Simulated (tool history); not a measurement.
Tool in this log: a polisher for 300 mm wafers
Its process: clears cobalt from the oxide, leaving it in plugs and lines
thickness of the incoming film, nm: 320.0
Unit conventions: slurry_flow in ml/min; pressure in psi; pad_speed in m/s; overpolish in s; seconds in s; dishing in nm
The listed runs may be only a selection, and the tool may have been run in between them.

run	hour	slurry_flow	pressure	pad_speed	overpolish	seconds	dishing
1	0	165	1.8	1.02	20	74.415	43.415
2	4.7	130	1.8	1.02	20	80.7	42.277
3	9.7	150	2	1.04	15	66.619	40.827
4	16.4	165	2.2	1.04	12	58.654	38.917
5	24	170	2.3	1.04	11	54.755	37.908
6	25.7	170	2.3	1.04	18	57.204	46.168
7	29.8	175	2.4	1.06	14	53.771	42.552

Run 8 comes next. What will it give?
8	31	175	2.5	1.06	12	?	?

{"run 8": {"seconds": 52.084, "dishing": 41.805}}

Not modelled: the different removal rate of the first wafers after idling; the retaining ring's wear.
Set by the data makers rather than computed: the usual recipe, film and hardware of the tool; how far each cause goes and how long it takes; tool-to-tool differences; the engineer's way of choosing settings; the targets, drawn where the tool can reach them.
